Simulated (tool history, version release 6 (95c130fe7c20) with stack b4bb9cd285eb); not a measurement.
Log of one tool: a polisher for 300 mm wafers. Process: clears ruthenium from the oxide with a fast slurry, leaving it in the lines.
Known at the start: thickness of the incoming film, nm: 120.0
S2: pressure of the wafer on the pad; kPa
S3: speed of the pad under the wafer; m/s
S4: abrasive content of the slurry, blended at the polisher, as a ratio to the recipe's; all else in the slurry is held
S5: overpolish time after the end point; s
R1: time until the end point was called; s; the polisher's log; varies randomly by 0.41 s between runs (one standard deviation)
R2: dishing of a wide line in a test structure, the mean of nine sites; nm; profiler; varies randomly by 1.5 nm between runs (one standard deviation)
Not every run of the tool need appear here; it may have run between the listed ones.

run 1 hour=0.0 | flow_of_slurry_(ml/min)=140 S2=11.0 S3=1.18 S4=1.0 S5=26 | R1=44.669 R2=56.025
run 2 hour=3.8 | flow_of_slurry_(ml/min)=145 S2=12.4 S3=1.20 S4=1.0 S5=25 | R1=37.867 R2=62.850
run 3 hour=8.3 | flow_of_slurry_(ml/min)=150 S2=13.8 S3=1.20 S4=1.0 S5=24 | R1=33.717 R2=65.038
run 4 hour=15.6 | flow_of_slurry_(ml/min)=150 S2=14.5 S3=1.20 S4=1.0 S5=24 | R1=31.754 R2=67.868
run 5 hour=23.9 | flow_of_slurry_(ml/min)=150 S2=14.5 S3=1.40 S4=1.0 S5=24 | R1=28.278 R2=74.471
run 6 hour=25.7 | flow_of_slurry_(ml/min)=150 S2=15.2 S3=1.40 S4=1.0 S5=24 | R1=26.376 R2=81.230
run 7 hour=28.9 | flow_of_slurry_(ml/min)=150 S2=15.9 S3=1.40 S4=1.0 S5=24 | R1=25.784 R2=82.927
run 8 hour=31.4 | flow_of_slurry_(ml/min)=155 S2=15.9 S3=1.40 S4=1.0 S5=24 | R1=25.553 R2=85.288

The next listed run, before its measurement:
run 9 hour=35.9 | flow_of_slurry_(ml/min)=155 S2=16.5 S3=1.40 S4=1.0 S5=24 | R1=? R2=?

R1: 24.357 s
R2: 85.195 nm

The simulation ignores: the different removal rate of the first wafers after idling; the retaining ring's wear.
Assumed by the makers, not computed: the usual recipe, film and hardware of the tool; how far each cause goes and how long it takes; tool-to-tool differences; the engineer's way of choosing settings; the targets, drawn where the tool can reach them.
